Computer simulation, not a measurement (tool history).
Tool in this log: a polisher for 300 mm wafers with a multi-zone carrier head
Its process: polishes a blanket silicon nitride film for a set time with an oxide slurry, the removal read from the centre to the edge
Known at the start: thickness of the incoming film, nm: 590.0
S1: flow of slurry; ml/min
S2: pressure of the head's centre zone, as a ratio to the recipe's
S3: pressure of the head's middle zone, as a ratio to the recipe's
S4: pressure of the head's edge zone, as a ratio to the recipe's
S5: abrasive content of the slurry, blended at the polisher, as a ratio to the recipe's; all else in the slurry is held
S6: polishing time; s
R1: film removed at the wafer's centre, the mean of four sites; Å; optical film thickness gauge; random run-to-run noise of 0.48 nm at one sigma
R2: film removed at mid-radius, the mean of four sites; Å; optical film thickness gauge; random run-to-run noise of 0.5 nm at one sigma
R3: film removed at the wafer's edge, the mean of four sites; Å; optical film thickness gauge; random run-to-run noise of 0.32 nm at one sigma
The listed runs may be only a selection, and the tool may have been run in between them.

run	hour	S1	S2	S3	S4	S5	S6	R1	R2	R3
1	0.0	155	1.00	1.00	1.00	1.00	63	507.27	494.40	488.05
2	3.6	155	1.00	1.00	1.00	1.15	63	528.39	527.95	522.29
3	8.8	155	1.00	1.06	1.00	1.15	63	521.35	569.67	514.77
4	11.5	150	0.96	1.07	0.97	0.95	62	446.52	509.94	461.77
5	18.8	145	0.96	1.08	0.94	0.80	61	409.00	452.93	411.15
6	22.8	140	0.95	1.10	0.91	0.75	61	393.94	448.07	393.95

Expected results for the next run?
7	26.8	135	0.94	1.11	0.89	0.70	61	?	?	?

R1: 370.62 Å
R2: 435.81 Å
R3: 369.03 Å
